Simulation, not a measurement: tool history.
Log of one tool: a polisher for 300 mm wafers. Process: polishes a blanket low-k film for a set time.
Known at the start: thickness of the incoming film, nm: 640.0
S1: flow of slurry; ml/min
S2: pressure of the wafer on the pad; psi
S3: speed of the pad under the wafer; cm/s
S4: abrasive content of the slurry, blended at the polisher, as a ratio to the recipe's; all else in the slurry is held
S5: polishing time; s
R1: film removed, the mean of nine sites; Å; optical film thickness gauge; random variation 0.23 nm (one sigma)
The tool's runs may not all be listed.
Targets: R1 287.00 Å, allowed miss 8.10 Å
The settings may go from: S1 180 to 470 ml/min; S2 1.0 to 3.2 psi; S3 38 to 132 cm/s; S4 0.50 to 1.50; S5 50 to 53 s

run    day   S1   S2   S3    S4  S5      R1
  1  0.000  300  2.1   84  1.00  50  172.97
  2  0.225  300  2.4   84  1.00  50  192.10
  3  0.492  300  2.4   84  0.80  50  173.50
  4  0.704  300  2.4  102  0.80  50  200.35
  5  1.062  300  2.6  102  0.80  50  216.82
  6  1.162  300  2.3  102  0.80  50  192.16
  7  1.450  300  2.5  104  0.80  50  214.69
  8  1.500  300  2.7  104  0.80  50  228.96
  9  1.683  300  2.8  104  0.80  50  240.34
 10  2.008  300  2.9  104  0.80  50  245.62
 11  2.117  300  3.0  106  0.80  50  260.33
 12  2.454  300  3.0  106  0.80  50  258.36
 13  2.583  305  3.2  106  0.80  50  271.13

5 next moves are on the table. One of them brings every result within its allowed miss. Which?
  A  2.712  280  2.6  118  0.85  53   ?
  B  2.712  285  3.2  108  0.90  52   ?
  C  2.712  185  3.2  120  0.65  51   ?
  D  2.712  340  3.2  100  1.05  50   ?
  E  2.712  290  3.1  110  0.85  51   ?

move      R1
   A  261.54
   B  302.52
   C  263.51
   D  297.85
   E  284.32
A: further off than the last run
B: takes the result that was furthest off past its target
C: further off than the last run
D: takes the result that was furthest off past its target
E: meets every target
Answer: E
